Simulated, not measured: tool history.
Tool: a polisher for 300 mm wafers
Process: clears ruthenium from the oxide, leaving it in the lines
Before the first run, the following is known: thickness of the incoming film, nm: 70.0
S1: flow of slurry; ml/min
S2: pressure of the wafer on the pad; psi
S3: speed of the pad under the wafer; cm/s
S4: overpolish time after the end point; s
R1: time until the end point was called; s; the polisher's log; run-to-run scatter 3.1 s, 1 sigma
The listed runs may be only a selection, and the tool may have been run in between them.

{"run": 1, "hour": 0.0, "S1": 280, "S2": 1.4, "S3": 78, "S4": 5, "R1": 135.74}
{"run": 2, "hour": 8.3, "S1": 280, "S2": 1.4, "S3": 62, "S4": 5, "R1": 165.78}
{"run": 3, "hour": 14.3, "S1": 280, "S2": 1.3, "S3": 62, "S4": 5, "R1": 172.55}
{"run": 4, "hour": 16.1, "S1": 280, "S2": 1.3, "S3": 62, "S4": 5, "R1": 171.64}
{"run": 5, "hour": 21.4, "S1": 280, "S2": 1.3, "S3": 82, "S4": 5, "R1": 137.47}
{"run": 6, "hour": 26.8, "S1": 280, "S2": 1.3, "S3": 82, "S4": 5, "R1": 137.73}

What does the tool deliver on the next run?
{"run": 7, "hour": 30.7, "S1": 280, "S2": 1.1, "S3": 80, "S4": 5, "R1": "?"}

{"run 7": {"R1": 157.6}}
